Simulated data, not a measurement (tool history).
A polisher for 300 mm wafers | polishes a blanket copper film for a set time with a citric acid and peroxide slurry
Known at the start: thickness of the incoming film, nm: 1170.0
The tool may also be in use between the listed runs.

run  hour  flow of slurry (ml/min)  pressure of the wafer on the pad (kPa)  speed of the pad under the wafer (cm/s)  abrasive content of the slurry  polishing time (s)  film removed (Å)
  1     0                      200                                    16.5                                      126                               1                  63            1246.9
  2   2.5                      245                                    16.5                                      126                               1                  63            1273.7
  3   5.7                      245                                    16.5                                      100                               1                  63            1016.4
  4   6.5                      245                                    16.5                                      100                             0.8                  63            986.11
  5  15.3                      265                                    16.5                                      100                             0.8                  63            984.94
  6  18.8                      265                                    15.9                                      100                             0.8                  63            946.28
  7  22.7                      265                                    15.2                                      100                             0.8                  63            912.75
  8  29.6                      265                                    14.5                                      100                             0.8                  63            864.58

Run 9 comes next. What will it give?
  9  30.9                      265                                    13.8                                      100                             0.8                  63                 ?

Run 9 gave film removed (Å) 826.05.
